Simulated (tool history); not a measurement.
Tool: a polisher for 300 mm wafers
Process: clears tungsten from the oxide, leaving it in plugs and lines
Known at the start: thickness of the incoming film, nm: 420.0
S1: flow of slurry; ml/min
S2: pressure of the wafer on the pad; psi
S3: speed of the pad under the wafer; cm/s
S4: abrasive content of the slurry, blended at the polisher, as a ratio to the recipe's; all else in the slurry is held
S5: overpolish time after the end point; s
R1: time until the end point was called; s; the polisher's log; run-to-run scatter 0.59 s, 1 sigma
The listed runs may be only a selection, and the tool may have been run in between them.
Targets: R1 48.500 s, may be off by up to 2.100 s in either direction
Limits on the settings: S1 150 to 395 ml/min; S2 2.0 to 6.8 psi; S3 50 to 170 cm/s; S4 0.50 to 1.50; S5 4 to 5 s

run,hour,S1,S2,S3,S4,S5,R1
1,0.0,250,4.4,110,1.00,5,70.196
2,4.3,250,4.4,128,1.00,5,62.339
3,13.3,250,4.5,128,1.00,5,60.879
4,19.8,250,4.5,128,1.15,5,59.204
5,23.1,250,4.5,106,1.15,5,68.839
6,27.1,250,4.5,106,1.15,4,69.382
7,28.1,250,4.7,106,1.15,4,66.911
8,32.9,250,4.9,106,1.15,4,62.672
9,40.2,250,5.0,106,1.15,4,63.281
10,44.5,250,5.2,106,1.15,4,60.186
11,47.4,250,5.3,106,1.15,4,58.052
12,55.0,250,5.4,106,1.15,4,58.759
13,55.6,250,5.4,106,1.15,4,57.453
14,56.6,250,5.5,106,1.15,4,57.509
15,57.9,250,5.6,106,1.15,4,55.280
# hour 59.5: slurry nozzle cleaned
16,59.5,250,5.7,106,1.15,4,52.355

4 candidate next runs follow, results not yet known. Just one meets every target within its allowed miss. Identify it.
A,61.1,240,5.6,102,1.25,5,?
B,61.1,220,5.4,114,1.10,5,?
C,61.1,255,4.8,128,1.20,4,?
D,61.1,210,6.7,100,1.15,4,?

move,R1
A,53.825
B,53.087
C,51.755
D,47.758
A: misses by more than the last run did
B: misses by more than the last run did
C: nearer the targets than the last run, but a result is still out of spec
D: meets every target
The right move is D.
